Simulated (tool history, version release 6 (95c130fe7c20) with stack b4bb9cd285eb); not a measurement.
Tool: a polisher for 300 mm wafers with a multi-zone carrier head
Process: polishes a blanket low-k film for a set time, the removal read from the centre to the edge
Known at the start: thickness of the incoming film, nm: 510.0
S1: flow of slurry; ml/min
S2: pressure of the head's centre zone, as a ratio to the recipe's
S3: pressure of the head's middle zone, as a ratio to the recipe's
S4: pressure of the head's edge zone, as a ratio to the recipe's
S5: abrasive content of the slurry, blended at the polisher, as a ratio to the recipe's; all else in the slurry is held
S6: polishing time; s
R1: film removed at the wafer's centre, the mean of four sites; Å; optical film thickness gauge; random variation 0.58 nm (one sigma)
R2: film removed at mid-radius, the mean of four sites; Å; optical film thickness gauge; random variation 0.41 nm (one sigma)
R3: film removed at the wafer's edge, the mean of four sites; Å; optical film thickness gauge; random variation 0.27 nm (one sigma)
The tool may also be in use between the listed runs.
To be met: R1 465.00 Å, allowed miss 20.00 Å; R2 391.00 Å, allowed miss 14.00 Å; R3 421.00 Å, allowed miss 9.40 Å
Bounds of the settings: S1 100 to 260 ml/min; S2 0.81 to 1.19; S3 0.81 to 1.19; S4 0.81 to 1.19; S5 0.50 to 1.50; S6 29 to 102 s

| run | hour | S1 | S2 | S3 | S4 | S5 | S6 | R1 | R2 | R3 |
|---|---|---|---|---|---|---|---|---|---|---|
| 1 | 0.0 | 165 | 1.00 | 1.00 | 1.00 | 1.00 | 65 | 299.93 | 300.98 | 297.97 |
| 2 | 8.5 | 165 | 1.00 | 1.00 | 1.00 | 1.00 | 72 | 340.48 | 334.86 | 335.74 |
| 3 | 17.5 | 175 | 1.02 | 1.00 | 1.02 | 1.05 | 72 | 350.48 | 344.69 | 350.12 |
| 4 | 22.8 | 175 | 1.02 | 1.00 | 1.09 | 1.05 | 72 | 342.89 | 339.43 | 361.65 |
| 5 | 25.2 | 185 | 1.05 | 1.00 | 1.09 | 1.10 | 72 | 376.13 | 355.48 | 371.98 |
| 6 | 26.4 | 185 | 1.05 | 1.00 | 1.09 | 1.20 | 72 | 393.71 | 374.02 | 385.84 |
| 7 | 27.7 | 190 | 1.06 | 0.99 | 1.10 | 1.20 | 72 | 400.82 | 374.91 | 392.87 |
| 8 | 33.7 | 195 | 1.07 | 0.98 | 1.10 | 1.20 | 72 | 407.99 | 374.44 | 396.49 |
| 9 | 41.8 | 200 | 1.08 | 0.98 | 1.10 | 1.20 | 72 | 419.17 | 371.13 | 397.13 |
| 10 | 47.9 | 205 | 1.08 | 0.98 | 1.10 | 1.20 | 72 | 416.82 | 369.54 | 392.95 |
| 11 | 51.3 | 205 | 1.09 | 0.98 | 1.11 | 1.20 | 72 | 424.59 | 378.02 | 395.09 |
| 12 | 57.1 | 210 | 1.09 | 0.98 | 1.12 | 1.20 | 72 | 407.27 | 371.06 | 399.77 |
| 13 | 59.6 | 210 | 1.10 | 0.98 | 1.12 | 1.20 | 72 | 417.90 | 374.97 | 403.05 |
| 14 | 62.2 | 215 | 1.11 | 0.98 | 1.12 | 1.20 | 72 | 419.23 | 375.24 | 402.89 |

4 next moves are on the table. One of them brings every result within its allowed miss. Which?
| A | 64.8 | 220 | 1.16 | 0.98 | 1.15 | 0.90 | 87 | ? | ? | ? |
| B | 64.8 | 220 | 1.07 | 1.09 | 1.09 | 1.15 | 71 | ? | ? | ? |
| C | 64.8 | 200 | 1.00 | 1.01 | 1.14 | 1.25 | 78 | ? | ? | ? |
| D | 64.8 | 250 | 0.99 | 1.05 | 1.19 | 0.95 | 87 | ? | ? | ? |

| move | R1 | R2 | R3 |
|---|---|---|---|
| A | 464.65 | 387.35 | 421.56 |
| B | 400.57 | 381.48 | 383.09 |
| C | 421.04 | 414.44 | 443.69 |
| D | 416.86 | 420.89 | 448.62 |
A: meets every target
B: further off than the last run
C: further off than the last run
D: further off than the last run
Answer: A
